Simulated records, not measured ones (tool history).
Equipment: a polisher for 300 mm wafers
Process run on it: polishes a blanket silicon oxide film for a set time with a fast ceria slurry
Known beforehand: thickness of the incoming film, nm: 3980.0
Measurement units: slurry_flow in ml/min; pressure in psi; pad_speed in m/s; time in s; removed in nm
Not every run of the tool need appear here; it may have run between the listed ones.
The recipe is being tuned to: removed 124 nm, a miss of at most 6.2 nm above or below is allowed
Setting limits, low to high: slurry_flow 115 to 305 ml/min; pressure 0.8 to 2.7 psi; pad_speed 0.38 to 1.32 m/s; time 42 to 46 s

Run 1, day 0: slurry_flow 195 ml/min, pressure 1.7 psi, pad_speed 0.84 m/s, time 46 s. Result: removed 320.58 nm.
Run 2, day 0.208: slurry_flow 195 ml/min, pressure 1.7 psi, pad_speed 0.84 m/s, time 46 s. Result: removed 324.22 nm.
Run 3, day 0.558: slurry_flow 195 ml/min, pressure 1.7 psi, pad_speed 0.84 m/s, time 46 s. Result: removed 323.41 nm.
Run 4, day 0.912: slurry_flow 220 ml/min, pressure 1.7 psi, pad_speed 0.84 m/s, time 46 s. Result: removed 333.78 nm.
Run 5, day 1.054: slurry_flow 220 ml/min, pressure 1.7 psi, pad_speed 0.66 m/s, time 46 s. Result: removed 260.89 nm.
Run 6, day 1.142: slurry_flow 255 ml/min, pressure 1.7 psi, pad_speed 0.66 m/s, time 46 s. Result: removed 260.25 nm.
Run 7, day 1.408: slurry_flow 255 ml/min, pressure 1.5 psi, pad_speed 0.62 m/s, time 46 s. Result: removed 223.49 nm.
Run 8, day 1.608: slurry_flow 255 ml/min, pressure 1.3 psi, pad_speed 0.58 m/s, time 46 s. Result: removed 180.37 nm.
Run 9, day 1.867: slurry_flow 255 ml/min, pressure 0.8 psi, pad_speed 0.56 m/s, time 46 s. Result: removed 111.87 nm.

Of the 5 settings listed for the next run, only one would bring every result within its allowed miss of target. Which one?
Run A, day 2.125: slurry_flow 255 ml/min, pressure 1 psi, pad_speed 0.6 m/s, time 46 s. Result: removed ?.
Run B, day 2.125: slurry_flow 255 ml/min, pressure 0.8 psi, pad_speed 0.5 m/s, time 46 s. Result: removed ?.
Run C, day 2.125: slurry_flow 215 ml/min, pressure 1 psi, pad_speed 0.54 m/s, time 45 s. Result: removed ?.
Run D, day 2.125: slurry_flow 275 ml/min, pressure 0.8 psi, pad_speed 0.74 m/s, time 45 s. Result: removed ?.
Run E, day 2.125: slurry_flow 305 ml/min, pressure 1.1 psi, pad_speed 0.54 m/s, time 46 s. Result: removed ?.

move  removed
   A   143.22
   B   97.476
   C   124.49
   D   139.85
   E    144.1
A: pushes the last run's worst result past its target
B: further off than the last run
C: all results in spec
D: pushes the last run's worst result past its target
E: pushes the last run's worst result past its target
Move C is the one to make.
